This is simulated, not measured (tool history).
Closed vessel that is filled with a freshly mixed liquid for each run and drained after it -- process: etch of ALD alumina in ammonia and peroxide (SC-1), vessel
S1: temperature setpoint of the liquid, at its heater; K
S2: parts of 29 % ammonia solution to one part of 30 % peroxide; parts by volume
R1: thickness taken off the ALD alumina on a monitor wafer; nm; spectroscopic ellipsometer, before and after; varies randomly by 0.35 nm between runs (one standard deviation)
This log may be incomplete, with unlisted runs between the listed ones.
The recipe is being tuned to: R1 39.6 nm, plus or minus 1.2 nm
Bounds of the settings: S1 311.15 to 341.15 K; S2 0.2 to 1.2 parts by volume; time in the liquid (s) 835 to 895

Run 1, day 0: S1 325.15 K, S2 0.9 parts by volume, time in the liquid (s) 835. Result: R1 65.337 nm.
Run 2, day 0.183: S1 325.15 K, S2 0.9 parts by volume, time in the liquid (s) 895. Result: R1 70.705 nm.
Run 3, day 0.496: S1 322.15 K, S2 0.9 parts by volume, time in the liquid (s) 895. Result: R1 58.978 nm.
Run 4, day 0.862: S1 320.15 K, S2 0.9 parts by volume, time in the liquid (s) 895. Result: R1 53.258 nm.
Run 5, day 1.133: S1 320.15 K, S2 0.9 parts by volume, time in the liquid (s) 835. Result: R1 49.262 nm.
Run 6, day 1.471: S1 320.15 K, S2 0.6 parts by volume, time in the liquid (s) 835. Result: R1 47.793 nm.
Run 7, day 1.783: S1 319.15 K, S2 0.6 parts by volume, time in the liquid (s) 835. Result: R1 44.241 nm.
Run 8, day 1.821: S1 318.65 K, S2 0.6 parts by volume, time in the liquid (s) 835. Result: R1 43.637 nm.
Run 9, day 2.046: S1 318.15 K, S2 0.6 parts by volume, time in the liquid (s) 835. Result: R1 42.025 nm.
Run 10, day 2.292: S1 317.65 K, S2 0.6 parts by volume, time in the liquid (s) 835. Result: R1 41.501 nm.

Below are 5 possible settings for the next run. Only one of them brings all results inside the allowed miss of their targets. Which is it?
Run A, day 2.538: S1 316.15 K, S2 1.15 parts by volume, time in the liquid (s) 835. Result: R1 ?.
Run B, day 2.538: S1 317.65 K, S2 0.55 parts by volume, time in the liquid (s) 895. Result: R1 ?.
Run C, day 2.538: S1 318.65 K, S2 0.45 parts by volume, time in the liquid (s) 865. Result: R1 ?.
Run D, day 2.538: S1 321.15 K, S2 0.2 parts by volume, time in the liquid (s) 835. Result: R1 ?.
Run E, day 2.538: S1 318.65 K, S2 0.55 parts by volume, time in the liquid (s) 860. Result: R1 ?.

move      R1
   A  40.099
   B   43.67
   C  43.835
   D  45.085
   E   44.42
A: all results land within tolerance of their targets
B: lands further from the targets than the last run did
C: lands further from the targets than the last run did
D: lands further from the targets than the last run did
E: lands further from the targets than the last run did
Correct choice: A, which meets every target
